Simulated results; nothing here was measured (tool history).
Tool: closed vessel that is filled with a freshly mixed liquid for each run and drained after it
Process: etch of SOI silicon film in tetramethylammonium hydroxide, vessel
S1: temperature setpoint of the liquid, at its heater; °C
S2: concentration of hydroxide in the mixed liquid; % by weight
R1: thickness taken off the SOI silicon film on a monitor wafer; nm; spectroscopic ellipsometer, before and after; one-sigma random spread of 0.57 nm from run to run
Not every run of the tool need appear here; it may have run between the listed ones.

Run 1, hour 0.0: S1 75.0 °C, S2 15.0 % by weight, time in the liquid (s) 30. Result: R1 230.88 nm.
Run 2, hour 2.7: S1 75.0 °C, S2 15.0 % by weight, time in the liquid (s) 30. Result: R1 229.87 nm.
Run 3, hour 9.7: S1 75.0 °C, S2 15.0 % by weight, time in the liquid (s) 30. Result: R1 228.63 nm.
Run 4, hour 13.2: S1 75.0 °C, S2 17.0 % by weight, time in the liquid (s) 30. Result: R1 217.96 nm.
Run 5, hour 19.3: S1 75.0 °C, S2 18.5 % by weight, time in the liquid (s) 30. Result: R1 209.30 nm.
Run 6, hour 28.6: S1 73.5 °C, S2 18.5 % by weight, time in the liquid (s) 30. Result: R1 193.32 nm.

What does the tool deliver on the next run?
Run 7, hour 32.3: S1 72.5 °C, S2 18.5 % by weight, time in the liquid (s) 30. Result: R1 ?.

{"run 7": {"R1": 183.19}}

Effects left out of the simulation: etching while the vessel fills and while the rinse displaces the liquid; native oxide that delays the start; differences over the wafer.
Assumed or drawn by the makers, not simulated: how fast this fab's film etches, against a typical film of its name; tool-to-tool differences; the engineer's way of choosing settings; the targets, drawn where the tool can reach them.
